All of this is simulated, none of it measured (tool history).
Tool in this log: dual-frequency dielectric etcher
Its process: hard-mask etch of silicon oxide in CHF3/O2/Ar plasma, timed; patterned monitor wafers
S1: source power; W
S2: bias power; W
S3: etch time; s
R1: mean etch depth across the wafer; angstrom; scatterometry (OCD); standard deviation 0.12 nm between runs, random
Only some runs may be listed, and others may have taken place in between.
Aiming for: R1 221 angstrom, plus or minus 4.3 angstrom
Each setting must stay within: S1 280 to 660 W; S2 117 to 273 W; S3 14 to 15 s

{"run": 1, "day": 0.0, "S1": 470, "S2": 195, "S3": 15, "R1": 260}
{"run": 2, "day": 0.183, "S1": 540, "S2": 195, "S3": 15, "R1": 272.47}
{"run": 3, "day": 0.296, "S1": 520, "S2": 191, "S3": 15, "R1": 265.63}
{"run": 4, "day": 0.375, "S1": 520, "S2": 191, "S3": 14, "R1": 248.93}
{"run": 5, "day": 0.667, "S1": 500, "S2": 190, "S3": 14, "R1": 243.61}
{"run": 6, "day": 0.717, "S1": 500, "S2": 217, "S3": 14, "R1": 259.64}
{"run": 7, "day": 0.779, "S1": 480, "S2": 215, "S3": 14, "R1": 256.64}
{"run": 8, "day": 1.096, "S1": 460, "S2": 213, "S3": 14, "R1": 254.09}
{"run": 9, "day": 1.442, "S1": 450, "S2": 209, "S3": 14, "R1": 247.44}
{"run": 10, "day": 1.796, "S1": 440, "S2": 208, "S3": 14, "R1": 243.55}
{"run": 11, "day": 1.967, "S1": 430, "S2": 207, "S3": 14, "R1": 240.01}
{"run": 12, "day": 2.104, "S1": 420, "S2": 207, "S3": 14, "R1": 236.63}
{"run": 13, "day": 2.283, "S1": 410, "S2": 207, "S3": 14, "R1": 236.61}
{"run": 14, "day": 2.525, "S1": 400, "S2": 207, "S3": 14, "R1": 232.83}
{"run": 15, "day": 2.812, "S1": 340, "S2": 203, "S3": 14, "R1": 216.55}

Pick the move, out of 4, that brings all results within their allowed miss; only one does.
{"run": "A", "day": 3.1, "S1": 280, "S2": 220, "S3": 15, "R1": "?"}
{"run": "B", "day": 3.1, "S1": 350, "S2": 196, "S3": 14, "R1": "?"}
{"run": "C", "day": 3.1, "S1": 370, "S2": 186, "S3": 14, "R1": "?"}
{"run": "D", "day": 3.1, "S1": 430, "S2": 152, "S3": 14.5, "R1": "?"}

move=A R1=222.76
move=B R1=214.29
move=C R1=212.93
move=D R1=208.5
A: all results land within tolerance of their targets
B: lands further from the targets than the last run did
C: lands further from the targets than the last run did
D: lands further from the targets than the last run did
Go with A: it meets all targets.
